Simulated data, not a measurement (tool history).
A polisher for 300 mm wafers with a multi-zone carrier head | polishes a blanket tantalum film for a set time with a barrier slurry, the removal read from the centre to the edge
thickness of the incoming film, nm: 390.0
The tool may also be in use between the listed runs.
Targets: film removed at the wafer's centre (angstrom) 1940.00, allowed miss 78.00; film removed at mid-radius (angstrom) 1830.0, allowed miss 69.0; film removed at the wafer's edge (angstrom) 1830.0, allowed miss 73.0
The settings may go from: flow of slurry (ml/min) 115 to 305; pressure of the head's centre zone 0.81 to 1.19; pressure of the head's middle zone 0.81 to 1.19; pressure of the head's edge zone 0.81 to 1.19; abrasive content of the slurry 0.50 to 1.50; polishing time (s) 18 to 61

run	hour	flow of slurry (ml/min)	pressure of the head's centre zone	pressure of the head's middle zone	pressure of the head's edge zone	abrasive content of the slurry	polishing time (s)	film removed at the wafer's centre (angstrom)	film removed at mid-radius (angstrom)	film removed at the wafer's edge (angstrom)
1	0.0	195	1.00	1.00	1.00	1.00	39	1107.70	1177.6	1179.4
2	2.2	195	1.00	1.00	0.93	1.00	39	1085.20	1172.1	1119.3
3	3.7	195	0.92	1.00	0.93	1.00	39	1009.20	1168.2	1117.8
4	5.8	195	0.92	1.00	0.93	0.85	39	953.19	1126.1	1088.3
5	6.6	195	0.87	1.00	0.93	0.85	39	942.57	1131.8	1081.9
6	9.2	240	0.87	1.00	0.93	0.85	39	935.62	1159.6	1116.0
7	14.4	240	0.87	1.00	0.93	0.85	39	937.55	1151.0	1107.2
8	17.3	235	0.92	1.00	0.95	1.00	41	1073.90	1251.6	1231.9
9	18.7	280	1.02	1.05	1.01	1.25	50	1563.90	1726.4	1663.3
10	26.9	285	1.12	1.02	1.03	1.50	52	1846.80	1806.3	1791.0
11	28.6	285	1.13	1.02	1.03	1.50	52	1840.80	1822.9	1786.4

Which of these 5 next moves meets every target?
A	30.3	270	1.05	0.99	1.06	1.35	54	?	?	?
B	30.3	305	1.07	1.05	0.95	1.45	53	?	?	?
C	30.3	285	1.11	1.05	0.98	1.50	51	?	?	?
D	30.3	235	1.18	1.03	1.07	1.35	55	?	?	?
E	30.3	300	1.05	1.08	1.05	1.50	51	?	?	?

move	film removed at the wafer's centre (angstrom)	film removed at mid-radius (angstrom)	film removed at the wafer's edge (angstrom)
A	1735.30	1764.3	1812.4
B	1781.00	1868.0	1725.0
C	1771.00	1797.1	1687.2
D	1934.60	1829.4	1832.7
E	1693.00	1850.2	1750.6
A: further off than the last run
B: further off than the last run
C: further off than the last run
D: meets every target
E: further off than the last run
Answer: D
